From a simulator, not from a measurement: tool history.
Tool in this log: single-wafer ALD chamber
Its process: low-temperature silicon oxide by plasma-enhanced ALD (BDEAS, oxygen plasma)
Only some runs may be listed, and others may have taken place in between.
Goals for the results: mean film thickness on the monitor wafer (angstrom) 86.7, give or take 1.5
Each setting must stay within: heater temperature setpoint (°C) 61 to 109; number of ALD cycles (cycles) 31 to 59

run	hour	heater temperature setpoint (°C)	number of ALD cycles (cycles)	mean film thickness on the monitor wafer (angstrom)
1	0	85	45	74.69
2	1.1	85	48	79.734
3	9.6	75	48	82.308
4	13.9	74	48	82.909
5	14.8	74	44	76.131
6	22	73	45	77.52
7	24.7	72	46	79.741
8	33.3	71	46	79.861
9	41.5	70	46	80.14
10	47.2	69	46	80.597

Which one of the following 5 next-run settings gets every result inside its allowed miss? There is exactly one.
A	52.9	66	47	?
B	52.9	61	48	?
C	52.9	66	44	?
D	52.9	77	49	?
E	52.9	72	45	?

move	mean film thickness on the monitor wafer (angstrom)
A	83.407
B	86.591
C	78.083
D	83.79
E	78.272
A: better than the last run, though not everything is in spec
B: each result inside its tolerance
C: misses by more than the last run did
D: better than the last run, though not everything is in spec
E: misses by more than the last run did
Move B is the one to make.

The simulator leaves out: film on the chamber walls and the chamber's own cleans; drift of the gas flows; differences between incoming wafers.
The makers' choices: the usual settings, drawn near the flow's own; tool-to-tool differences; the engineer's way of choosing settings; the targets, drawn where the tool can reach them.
